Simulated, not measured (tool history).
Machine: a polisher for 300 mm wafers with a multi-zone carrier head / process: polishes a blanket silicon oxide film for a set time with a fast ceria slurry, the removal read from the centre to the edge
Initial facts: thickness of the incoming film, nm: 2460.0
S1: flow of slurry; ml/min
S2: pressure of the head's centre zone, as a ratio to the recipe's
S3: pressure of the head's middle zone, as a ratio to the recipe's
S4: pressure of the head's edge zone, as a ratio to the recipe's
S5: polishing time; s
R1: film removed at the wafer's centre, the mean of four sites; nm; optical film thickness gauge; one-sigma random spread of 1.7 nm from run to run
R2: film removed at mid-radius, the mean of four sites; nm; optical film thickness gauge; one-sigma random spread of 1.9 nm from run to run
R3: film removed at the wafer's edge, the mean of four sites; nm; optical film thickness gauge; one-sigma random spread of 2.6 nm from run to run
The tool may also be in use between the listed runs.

run,hour,S1,S2,S3,S4,S5,R1,R2,R3
1,0,235,1,1,1,33,361.64,361.7,361.6
2,4.8,230,1.01,0.96,0.95,29,313.29,315.83,303.39
3,10.7,225,1.04,0.91,0.95,26,289.08,262.08,280.82
4,18.9,225,1.1,0.91,0.95,26,299.83,263.79,276.52
5,22.2,215,1.09,0.89,0.91,25,285.24,251.6,262.21
6,24.8,215,1.09,0.95,0.91,25,285.83,261.91,263.12
7,27.2,210,1.09,0.92,0.88,24,274.96,241.73,249.8
8,33.5,205,1.08,0.92,0.86,23,257.21,236.73,229.38
9,40.1,190,1.08,0.9,0.86,23,260.14,230.98,232.91
10,47.8,185,1.06,0.86,0.83,22,245.29,210.74,220.75

Run 11, settings as shown, results not yet in. Your forecast:
11,52.7,190,1.06,0.87,0.84,22,?,?,?

{"run 11": {"R1": 246.41, "R2": 214.04, "R3": 228.76}}
